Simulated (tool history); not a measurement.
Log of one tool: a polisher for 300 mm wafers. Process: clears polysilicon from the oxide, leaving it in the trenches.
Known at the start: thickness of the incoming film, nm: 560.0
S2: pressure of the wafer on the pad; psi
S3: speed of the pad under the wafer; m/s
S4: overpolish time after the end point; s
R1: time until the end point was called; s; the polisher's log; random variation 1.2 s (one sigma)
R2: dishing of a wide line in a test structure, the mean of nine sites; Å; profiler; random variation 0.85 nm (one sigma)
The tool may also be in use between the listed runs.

run 1 hour=0.0 | flow_of_slurry_(ml/min)=265 S2=2.1 S3=0.84 S4=26 | R1=61.623 R2=723.21
run 2 hour=1.4 | flow_of_slurry_(ml/min)=265 S2=2.0 S3=0.84 S4=23 | R1=63.734 R2=695.65
run 3 hour=6.8 | flow_of_slurry_(ml/min)=265 S2=2.0 S3=0.84 S4=12 | R1=66.740 R2=544.06
run 4 hour=10.3 | flow_of_slurry_(ml/min)=265 S2=2.0 S3=0.84 S4=21 | R1=65.940 R2=684.51
run 5 hour=11.5 | flow_of_slurry_(ml/min)=265 S2=1.7 S3=0.84 S4=21 | R1=75.584 R2=646.04
run 6 hour=19.3 | flow_of_slurry_(ml/min)=325 S2=1.7 S3=0.84 S4=21 | R1=76.744 R2=651.28
run 7 hour=26.3 | flow_of_slurry_(ml/min)=325 S2=1.7 S3=0.84 S4=21 | R1=75.202 R2=647.89

Run 8 comes next. What will it give?
run 8 hour=34.2 | flow_of_slurry_(ml/min)=325 S2=1.6 S3=0.84 S4=9 | R1=? R2=?

R1: 78.601 s
R2: 402.35 Å
